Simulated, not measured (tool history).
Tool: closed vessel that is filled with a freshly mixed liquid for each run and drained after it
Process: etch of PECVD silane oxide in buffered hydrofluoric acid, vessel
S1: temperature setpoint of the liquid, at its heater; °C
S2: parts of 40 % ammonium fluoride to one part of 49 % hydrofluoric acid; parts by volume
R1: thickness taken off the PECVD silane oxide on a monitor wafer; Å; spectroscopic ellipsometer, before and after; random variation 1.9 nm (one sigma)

run 1 hour=0 | S1=25 S2=12 time_in_the_liquid_(s)=105 | R1=1305.3
run 2 hour=2.4 | S1=25 S2=12 time_in_the_liquid_(s)=105 | R1=1327.4
run 3 hour=9.6 | S1=26 S2=11.5 time_in_the_liquid_(s)=105 | R1=1476.7
run 4 hour=18.2 | S1=27 S2=11.5 time_in_the_liquid_(s)=105 | R1=1540
run 5 hour=23.4 | S1=27.5 S2=11.5 time_in_the_liquid_(s)=105 | R1=1574.4
run 6 hour=27.6 | S1=28 S2=11.5 time_in_the_liquid_(s)=105 | R1=1629.8
run 7 hour=32.2 | S1=28.5 S2=11.5 time_in_the_liquid_(s)=105 | R1=1672.8

Forecast run 8:
run 8 hour=36.5 | S1=29 S2=11.5 time_in_the_liquid_(s)=105 | R1=?

R1: 1741.7 Å
